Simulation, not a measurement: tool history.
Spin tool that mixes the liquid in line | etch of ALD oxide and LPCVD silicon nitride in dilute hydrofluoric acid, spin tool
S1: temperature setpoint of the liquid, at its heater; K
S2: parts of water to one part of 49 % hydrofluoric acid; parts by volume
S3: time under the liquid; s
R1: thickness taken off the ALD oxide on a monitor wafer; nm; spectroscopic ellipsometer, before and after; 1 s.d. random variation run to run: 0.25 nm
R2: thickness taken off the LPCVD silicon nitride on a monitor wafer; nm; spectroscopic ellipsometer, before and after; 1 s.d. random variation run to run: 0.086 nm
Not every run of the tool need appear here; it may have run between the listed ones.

| run | hour | S1 | S2 | S3 | R1 | R2 |
|---|---|---|---|---|---|---|
| 1 | 0.0 | 296.15 | 270 | 180 | 12.178 | 0.26532 |
| 2 | 4.7 | 297.65 | 270 | 180 | 12.924 | 0.33368 |
| 3 | 6.6 | 298.65 | 195 | 180 | 19.994 | 0.46518 |
| 4 | 13.6 | 300.15 | 155 | 180 | 27.880 | 0.64763 |
| 5 | 22.4 | 300.15 | 155 | 230 | 35.731 | 0.80440 |
| 6 | 28.9 | 301.15 | 155 | 230 | 37.015 | 0.85891 |

The next listed run, before its measurement:
| 7 | 35.3 | 302.15 | 155 | 230 | ? | ? |

R1: 38.216 nm
R2: 0.97390 nm
